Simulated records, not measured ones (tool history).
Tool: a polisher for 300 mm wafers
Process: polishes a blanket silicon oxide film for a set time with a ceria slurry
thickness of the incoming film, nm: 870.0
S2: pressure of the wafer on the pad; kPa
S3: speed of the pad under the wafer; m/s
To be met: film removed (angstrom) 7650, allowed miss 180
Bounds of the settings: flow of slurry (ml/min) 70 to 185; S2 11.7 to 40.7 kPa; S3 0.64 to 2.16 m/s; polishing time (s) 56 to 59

{"run": 1, "day": 0.0, "flow of slurry (ml/min)": 120, "S2": 26.2, "S3": 1.4, "polishing time (s)": 56, "film removed (angstrom)": 4733.9}
{"run": 2, "day": 0.367, "flow of slurry (ml/min)": 120, "S2": 26.2, "S3": 1.4, "polishing time (s)": 56, "film removed (angstrom)": 4723.9}
{"run": 3, "day": 0.567, "flow of slurry (ml/min)": 120, "S2": 26.2, "S3": 1.4, "polishing time (s)": 59, "film removed (angstrom)": 4951}
{"run": 4, "day": 0.608, "flow of slurry (ml/min)": 130, "S2": 28.3, "S3": 1.4, "polishing time (s)": 59, "film removed (angstrom)": 5507.3}
{"run": 5, "day": 0.879, "flow of slurry (ml/min)": 130, "S2": 33.8, "S3": 1.4, "polishing time (s)": 59, "film removed (angstrom)": 6387.3}
{"run": 6, "day": 1.1, "flow of slurry (ml/min)": 140, "S2": 34.5, "S3": 1.4, "polishing time (s)": 59, "film removed (angstrom)": 6691.4}
{"run": 7, "day": 1.179, "flow of slurry (ml/min)": 145, "S2": 35.2, "S3": 1.4, "polishing time (s)": 59, "film removed (angstrom)": 6848.9}
{"run": 8, "day": 1.442, "flow of slurry (ml/min)": 150, "S2": 35.9, "S3": 1.4, "polishing time (s)": 59, "film removed (angstrom)": 7043.4}
{"run": 9, "day": 1.717, "flow of slurry (ml/min)": 155, "S2": 36.5, "S3": 1.4, "polishing time (s)": 59, "film removed (angstrom)": 7086.2}
{"day": 1.8, "done": "worn pad replaced by a new one"}
{"run": 10, "day": 1.8, "flow of slurry (ml/min)": 155, "S2": 37.2, "S3": 1.4, "polishing time (s)": 59, "film removed (angstrom)": 7890.7}
{"run": 11, "day": 1.925, "flow of slurry (ml/min)": 150, "S2": 37.2, "S3": 1.4, "polishing time (s)": 59, "film removed (angstrom)": 7912.9}

5 next moves are on the table. One of them brings every result within its allowed miss. Which?
{"run": "A", "day": 2.05, "flow of slurry (ml/min)": 165, "S2": 36.5, "S3": 1.5, "polishing time (s)": 58, "film removed (angstrom)": "?"}
{"run": "B", "day": 2.05, "flow of slurry (ml/min)": 175, "S2": 35.9, "S3": 1.58, "polishing time (s)": 56, "film removed (angstrom)": "?"}
{"run": "C", "day": 2.05, "flow of slurry (ml/min)": 145, "S2": 39.3, "S3": 1.36, "polishing time (s)": 59, "film removed (angstrom)": "?"}
{"run": "D", "day": 2.05, "flow of slurry (ml/min)": 140, "S2": 36.5, "S3": 1.48, "polishing time (s)": 59, "film removed (angstrom)": "?"}
{"run": "E", "day": 2.05, "flow of slurry (ml/min)": 165, "S2": 31, "S3": 1.6, "polishing time (s)": 59, "film removed (angstrom)": "?"}

move=A film_removed_(angstrom)=8215.6
move=B film_removed_(angstrom)=8257.7
move=C film_removed_(angstrom)=8002.5
move=D film_removed_(angstrom)=8048.9
move=E film_removed_(angstrom)=7592.6
A: further off than the last run
B: further off than the last run
C: further off than the last run
D: further off than the last run
E: meets every target
Answer: E
